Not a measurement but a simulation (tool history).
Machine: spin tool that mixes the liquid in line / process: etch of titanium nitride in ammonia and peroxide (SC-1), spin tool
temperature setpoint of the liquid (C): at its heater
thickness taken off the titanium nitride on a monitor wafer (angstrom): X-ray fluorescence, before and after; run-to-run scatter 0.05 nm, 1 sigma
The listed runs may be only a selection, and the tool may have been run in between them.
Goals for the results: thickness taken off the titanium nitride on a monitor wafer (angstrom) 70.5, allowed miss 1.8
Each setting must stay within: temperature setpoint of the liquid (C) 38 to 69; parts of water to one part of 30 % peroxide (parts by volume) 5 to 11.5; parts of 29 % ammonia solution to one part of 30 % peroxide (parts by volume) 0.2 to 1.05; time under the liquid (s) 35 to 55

| run | day | temperature setpoint of the liquid (C) | parts of water to one part of 30 % peroxide (parts by volume) | parts of 29 % ammonia solution to one part of 30 % peroxide (parts by volume) | time under the liquid (s) | thickness taken off the titanium nitride on a monitor wafer (angstrom) |
|---|---|---|---|---|---|---|
| 1 | 0 | 53 | 6.5 | 0.55 | 55 | 51.978 |
| 2 | 0.304 | 53 | 6.5 | 0.55 | 35 | 33.094 |
| 3 | 0.583 | 46.5 | 6.5 | 0.55 | 35 | 21.154 |
| 4 | 0.954 | 48 | 6.5 | 0.55 | 35 | 23.291 |
| 5 | 1.25 | 48 | 7.5 | 0.55 | 35 | 21.755 |
| 6 | 1.388 | 48 | 7.5 | 0.4 | 35 | 20.706 |
| 7 | 1.642 | 49.5 | 7.5 | 0.4 | 35 | 22.936 |
| 8 | 1.738 | 51 | 7.5 | 0.4 | 35 | 25.556 |
| 9 | 1.962 | 52.5 | 7.5 | 0.4 | 35 | 28.462 |
| 10 | 2.138 | 53.5 | 7.5 | 0.4 | 35 | 30.312 |

5 candidate next runs follow, results not yet known. Just one meets every target within its allowed miss. Identify it.
| A | 2.312 | 54.5 | 7.5 | 0.35 | 55 | ? |
| B | 2.312 | 57.5 | 5.5 | 0.2 | 55 | ? |
| C | 2.312 | 44.5 | 7.5 | 0.35 | 35 | ? |
| D | 2.312 | 41 | 9.5 | 0.25 | 35 | ? |
| E | 2.312 | 57 | 5.5 | 0.45 | 55 | ? |

| move | thickness taken off the titanium nitride on a monitor wafer (angstrom) |
|---|---|
| A | 49.488 |
| B | 63.961 |
| C | 15.653 |
| D | 10.089 |
| E | 71.176 |
A: closer than the last run, but not yet in spec
B: closer than the last run, but not yet in spec
C: further off than the last run
D: further off than the last run
E: in spec on every target
E meets every target.
